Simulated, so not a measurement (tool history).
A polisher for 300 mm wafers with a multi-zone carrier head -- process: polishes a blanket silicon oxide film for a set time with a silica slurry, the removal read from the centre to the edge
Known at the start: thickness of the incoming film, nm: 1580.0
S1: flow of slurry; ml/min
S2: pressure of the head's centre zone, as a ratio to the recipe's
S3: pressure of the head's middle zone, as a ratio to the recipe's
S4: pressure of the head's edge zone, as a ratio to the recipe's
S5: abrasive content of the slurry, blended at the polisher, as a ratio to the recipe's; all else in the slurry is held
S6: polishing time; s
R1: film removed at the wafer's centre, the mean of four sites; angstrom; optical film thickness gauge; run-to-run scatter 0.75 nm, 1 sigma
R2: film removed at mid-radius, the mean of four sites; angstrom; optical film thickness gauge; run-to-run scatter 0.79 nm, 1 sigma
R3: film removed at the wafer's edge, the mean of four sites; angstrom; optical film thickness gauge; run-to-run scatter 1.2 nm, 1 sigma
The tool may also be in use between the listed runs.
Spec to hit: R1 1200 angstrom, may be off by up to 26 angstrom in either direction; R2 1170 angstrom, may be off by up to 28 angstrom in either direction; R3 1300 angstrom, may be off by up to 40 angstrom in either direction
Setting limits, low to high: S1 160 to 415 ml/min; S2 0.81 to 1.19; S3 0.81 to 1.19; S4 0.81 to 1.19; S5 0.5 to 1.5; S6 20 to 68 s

run	hour	S1	S2	S3	S4	S5	S6	R1	R2	R3
1	0	265	1	1	1	1	44	1614.5	1572.5	1557.5
2	5.9	250	0.96	0.95	0.97	0.95	44	1500.9	1469.8	1523.4
3	8.7	250	0.96	0.95	0.89	0.95	44	1500.1	1473.7	1435.7
4	9.9	235	0.93	0.91	0.88	0.9	44	1441.8	1377.9	1416.7
5	12.8	235	1.01	0.91	0.88	0.9	44	1507	1382.8	1380.9
6	18.8	220	0.96	0.89	0.87	0.85	44	1416.8	1322.3	1358.8
7	22.9	210	0.92	0.87	0.86	0.8	44	1331.7	1228.9	1308.7
8	30.7	200	0.89	0.87	0.86	0.8	44	1273.2	1237.1	1276.2
9	36.3	190	0.88	0.86	0.88	0.8	44	1248.1	1222	1306.2
10	40.7	185	0.87	0.85	0.88	0.8	44	1231.5	1192.6	1287.5
11	42.2	180	0.87	0.85	0.89	0.8	44	1217.8	1192.6	1285.9

Which one of the following 4 next-run settings gets every result inside its allowed miss? There is exactly one.
A	43.7	195	0.89	0.81	0.89	0.8	44	?	?	?
B	43.7	160	0.95	0.89	0.88	0.85	41	?	?	?
C	43.7	160	0.91	0.89	0.9	0.7	47	?	?	?
D	43.7	170	0.88	0.87	0.95	0.7	46	?	?	?

move	R1	R2	R3
A	1264.7	1166.6	1326.6
B	1216.6	1157.6	1224.2
C	1243.2	1223.2	1306.6
D	1203.4	1190.4	1324.2
A: puts the biggest miss on target and leaves a different result outside tolerance
B: puts the biggest miss on target and leaves a different result outside tolerance
C: its largest miss is bigger than the last run's
D: every result lands within tolerance
Answer: D

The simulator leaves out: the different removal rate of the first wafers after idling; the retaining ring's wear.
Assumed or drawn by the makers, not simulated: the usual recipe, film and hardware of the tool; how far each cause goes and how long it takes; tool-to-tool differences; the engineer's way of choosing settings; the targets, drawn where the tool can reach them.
